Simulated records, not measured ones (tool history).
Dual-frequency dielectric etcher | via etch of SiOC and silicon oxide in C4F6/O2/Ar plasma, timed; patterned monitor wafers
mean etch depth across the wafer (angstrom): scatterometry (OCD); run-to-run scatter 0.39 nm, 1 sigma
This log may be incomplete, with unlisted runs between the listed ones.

| run | day | source power (kW) | bias power (kW) | etch time (s) | mean etch depth across the wafer (angstrom) |
|---|---|---|---|---|---|
| 1 | 0.000 | 0.300 | 0.204 | 49.5 | 536.08 |
| 2 | 0.288 | 0.330 | 0.209 | 49.5 | 563.93 |
| 3 | 0.542 | 0.270 | 0.209 | 49.5 | 518.29 |
| 4 | 0.621 | 0.270 | 0.226 | 49.5 | 536.19 |
| 5 | 0.871 | 0.240 | 0.226 | 49.5 | 507.79 |
| 6 | 0.912 | 0.270 | 0.230 | 49.5 | 534.75 |

Run 7 has not been measured yet. What should we expect?
| 7 | 1.038 | 0.330 | 0.245 | 49.5 | ? |

mean etch depth across the wafer (angstrom): 601.81
